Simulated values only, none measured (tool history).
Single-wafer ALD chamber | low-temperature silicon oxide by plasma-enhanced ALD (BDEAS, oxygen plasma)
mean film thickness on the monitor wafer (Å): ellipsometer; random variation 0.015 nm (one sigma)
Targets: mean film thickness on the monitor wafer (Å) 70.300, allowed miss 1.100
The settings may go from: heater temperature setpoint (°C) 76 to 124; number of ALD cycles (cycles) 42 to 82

run,hour,heater temperature setpoint (°C),number of ALD cycles (cycles),mean film thickness on the monitor wafer (Å)
1,0.0,100,62,84.462
2,8.4,101,61,83.237
3,12.9,102,60,81.597
4,19.5,103,59,80.093
5,21.2,104,58,78.387
6,27.5,95,58,80.385
7,30.6,97,57,78.474
8,36.9,98,56,77.150
9,39.5,98,56,76.705
10,41.2,99,56,76.756
11,48.0,100,56,76.117
12,55.7,102,56,76.040

4 next moves are on the table. One of them brings every result within its allowed miss. Which?
A,63.4,94,48,?
B,63.4,104,57,?
C,63.4,107,52,?
D,63.4,91,60,?

move,mean film thickness on the monitor wafer (Å)
A,66.662
B,77.187
C,70.078
D,84.107
A: takes the result that was furthest off past its target
B: further off than the last run
C: meets every target
D: further off than the last run
Move C is the one to make.
